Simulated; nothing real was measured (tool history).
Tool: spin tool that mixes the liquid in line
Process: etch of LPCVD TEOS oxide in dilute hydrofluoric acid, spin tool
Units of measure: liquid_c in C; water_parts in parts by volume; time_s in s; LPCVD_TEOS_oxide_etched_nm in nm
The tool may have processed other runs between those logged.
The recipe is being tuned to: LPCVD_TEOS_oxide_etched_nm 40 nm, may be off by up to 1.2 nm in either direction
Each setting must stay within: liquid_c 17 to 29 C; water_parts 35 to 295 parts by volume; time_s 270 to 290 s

run 1 day=0 | liquid_c=21 water_parts=165 time_s=270 | LPCVD_TEOS_oxide_etched_nm=57.023
run 2 day=0.279 | liquid_c=21 water_parts=165 time_s=270 | LPCVD_TEOS_oxide_etched_nm=57.769
run 3 day=0.65 | liquid_c=18 water_parts=165 time_s=270 | LPCVD_TEOS_oxide_etched_nm=50.013
run 4 day=0.829 | liquid_c=21 water_parts=165 time_s=270 | LPCVD_TEOS_oxide_etched_nm=58.097
run 5 day=0.921 | liquid_c=21 water_parts=165 time_s=290 | LPCVD_TEOS_oxide_etched_nm=60.69
run 6 day=1.1 | liquid_c=21 water_parts=195 time_s=290 | LPCVD_TEOS_oxide_etched_nm=50.038
run 7 day=1.292 | liquid_c=20.5 water_parts=195 time_s=290 | LPCVD_TEOS_oxide_etched_nm=49.026
-- day=1.404 hydrofluoric acid flow meter replaced
run 8 day=1.404 | liquid_c=20 water_parts=195 time_s=290 | LPCVD_TEOS_oxide_etched_nm=43.905
run 9 day=1.558 | liquid_c=19 water_parts=195 time_s=290 | LPCVD_TEOS_oxide_etched_nm=42.367

Which one of the following 4 next-run settings gets every result inside its allowed miss? There is exactly one.
run A day=1.712 | liquid_c=20 water_parts=220 time_s=285 | LPCVD_TEOS_oxide_etched_nm=?
run B day=1.712 | liquid_c=20.5 water_parts=195 time_s=290 | LPCVD_TEOS_oxide_etched_nm=?
run C day=1.712 | liquid_c=23 water_parts=220 time_s=275 | LPCVD_TEOS_oxide_etched_nm=?
run D day=1.712 | liquid_c=21.5 water_parts=195 time_s=285 | LPCVD_TEOS_oxide_etched_nm=?

move=A LPCVD_TEOS_oxide_etched_nm=37.048
move=B LPCVD_TEOS_oxide_etched_nm=44.429
move=C LPCVD_TEOS_oxide_etched_nm=40.008
move=D LPCVD_TEOS_oxide_etched_nm=45.368
A: the result that was furthest off in the last run now lies on the other side of its target
B: misses by more than the last run did
C: every result lands within tolerance
D: misses by more than the last run did
Answer: C

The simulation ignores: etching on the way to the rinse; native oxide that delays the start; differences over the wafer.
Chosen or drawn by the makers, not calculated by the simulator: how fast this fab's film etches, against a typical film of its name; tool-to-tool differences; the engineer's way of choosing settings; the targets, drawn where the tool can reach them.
